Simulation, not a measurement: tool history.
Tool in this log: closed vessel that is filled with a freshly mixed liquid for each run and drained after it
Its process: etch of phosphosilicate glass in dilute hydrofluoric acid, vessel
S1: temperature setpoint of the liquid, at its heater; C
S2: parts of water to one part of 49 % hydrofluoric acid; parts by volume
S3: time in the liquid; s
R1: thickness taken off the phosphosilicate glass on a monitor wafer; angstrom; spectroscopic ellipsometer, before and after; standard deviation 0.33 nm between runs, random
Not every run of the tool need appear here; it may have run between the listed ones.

run	hour	S1	S2	S3	R1
1	0	25	65	30	502.27
2	3	25	65	30	502.37
3	4	26.5	60	30	581.63
4	5	26.5	50	30	704.74
5	7.4	26.5	60	30	582.12
# hour 14.9: hydrofluoric acid flow meter replaced
6	14.9	28	55	30	737.37

What will run 7 give?
7	16.1	29	55	30	?

R1: 768.71 angstrom

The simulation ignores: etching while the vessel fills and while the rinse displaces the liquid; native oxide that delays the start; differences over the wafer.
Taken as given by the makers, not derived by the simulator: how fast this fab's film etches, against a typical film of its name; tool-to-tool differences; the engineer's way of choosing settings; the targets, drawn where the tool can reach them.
